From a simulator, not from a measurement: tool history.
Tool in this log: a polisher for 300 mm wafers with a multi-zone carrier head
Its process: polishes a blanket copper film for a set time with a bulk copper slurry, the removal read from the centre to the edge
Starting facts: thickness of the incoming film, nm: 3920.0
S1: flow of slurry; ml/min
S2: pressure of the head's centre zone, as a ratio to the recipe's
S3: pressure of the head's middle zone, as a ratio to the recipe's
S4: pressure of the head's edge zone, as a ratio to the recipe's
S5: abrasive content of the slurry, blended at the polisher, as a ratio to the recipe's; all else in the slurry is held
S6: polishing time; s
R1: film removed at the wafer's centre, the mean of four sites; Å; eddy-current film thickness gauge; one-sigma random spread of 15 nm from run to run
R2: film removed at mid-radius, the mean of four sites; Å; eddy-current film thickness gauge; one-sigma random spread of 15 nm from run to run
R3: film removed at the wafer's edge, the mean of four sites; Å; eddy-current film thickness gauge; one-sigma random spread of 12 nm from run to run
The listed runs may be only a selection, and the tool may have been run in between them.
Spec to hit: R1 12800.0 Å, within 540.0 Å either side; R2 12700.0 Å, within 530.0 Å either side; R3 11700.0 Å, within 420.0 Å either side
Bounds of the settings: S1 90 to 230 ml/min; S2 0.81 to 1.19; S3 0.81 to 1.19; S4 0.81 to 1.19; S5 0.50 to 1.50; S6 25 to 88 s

run	hour	S1	S2	S3	S4	S5	S6	R1	R2	R3
1	0.0	150	1.00	1.00	1.00	1.00	56	8975.8	9188.5	8838.7
2	3.1	155	1.02	1.02	1.02	1.10	57	9481.3	9838.6	9194.5
3	11.0	155	1.02	1.02	1.02	1.30	57	9904.6	9930.8	9693.6
4	15.9	155	1.10	1.02	1.02	1.30	57	10715.0	9832.5	9495.6
5	20.1	155	1.10	1.02	1.02	1.30	46	8523.5	8047.9	7767.6
6	20.8	155	1.10	0.99	1.02	1.30	46	8566.6	7721.1	7623.0
7	22.8	160	1.11	1.02	1.04	1.35	49	9331.6	8640.7	8319.0
8	26.0	160	1.11	1.03	1.05	1.40	52	10059.0	9365.3	8863.8
9	34.7	160	1.10	1.03	1.06	1.40	54	10319.0	9617.8	9438.5
10	35.7	165	1.11	1.05	1.08	1.40	55	10639.0	10118.0	9544.9
11	44.7	165	1.11	1.05	1.08	1.40	55	10782.0	9933.5	9643.6
12	47.5	170	1.11	1.07	1.09	1.40	56	10911.0	10300.0	9953.3
13	54.8	175	1.11	1.09	1.09	1.40	57	11346.0	10902.0	10335.0
14	59.2	180	1.11	1.10	1.10	1.40	57	11561.0	11099.0	10339.0
15	66.2	185	1.11	1.11	1.11	1.40	57	11335.0	11154.0	10362.0
16	68.1	185	1.11	1.12	1.12	1.40	58	11515.0	11302.0	10676.0
17	69.1	190	1.11	1.13	1.12	1.40	58	11664.0	11441.0	10625.0

Which of these 5 next moves meets every target?
A	70.1	205	1.19	1.02	1.15	1.50	62	?	?	?
B	70.1	215	1.16	1.07	1.19	1.30	62	?	?	?
C	70.1	230	1.11	1.13	1.15	1.45	62	?	?	?
D	70.1	115	0.92	1.15	1.17	1.45	74	?	?	?
E	70.1	180	1.19	1.12	1.10	1.50	60	?	?	?

move	R1	R2	R3
A	13723.0	11475.0	11764.0
B	13110.0	11703.0	11686.0
C	12944.0	12642.0	11806.0
D	10994.0	13416.0	12904.0
E	12989.0	11785.0	10961.0
A: meets the target for the result that was furthest off, but another lies outside its allowed miss
B: meets the target for the result that was furthest off, but another lies outside its allowed miss
C: each result inside its tolerance
D: moves the result that the last run missed by most past its target, out the other side
E: closes in on the targets versus the last run, not all within tolerance yet
Answer: C

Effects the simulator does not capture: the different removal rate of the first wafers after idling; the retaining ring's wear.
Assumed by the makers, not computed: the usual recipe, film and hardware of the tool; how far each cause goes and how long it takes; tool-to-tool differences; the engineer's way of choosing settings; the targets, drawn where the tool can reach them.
